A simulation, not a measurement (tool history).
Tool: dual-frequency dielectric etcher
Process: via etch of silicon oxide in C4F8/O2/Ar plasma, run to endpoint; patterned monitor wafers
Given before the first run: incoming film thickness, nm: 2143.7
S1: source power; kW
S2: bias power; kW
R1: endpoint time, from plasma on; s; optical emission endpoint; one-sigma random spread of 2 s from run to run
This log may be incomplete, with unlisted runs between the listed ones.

run,hour,S1,S2,R1
1,0.0,2.130,2.506,367.26
2,5.1,2.200,2.528,359.76
3,14.0,2.200,2.210,378.95
4,18.3,2.200,2.562,361.43
5,22.0,2.270,2.583,356.23
6,25.2,2.000,2.583,373.06

Run 7 is up next; what results do you expect?
# hour 27.9: bias power generator calibrated
7,27.9,2.090,2.608,?

Run 7 yielded R1 367.32 s.
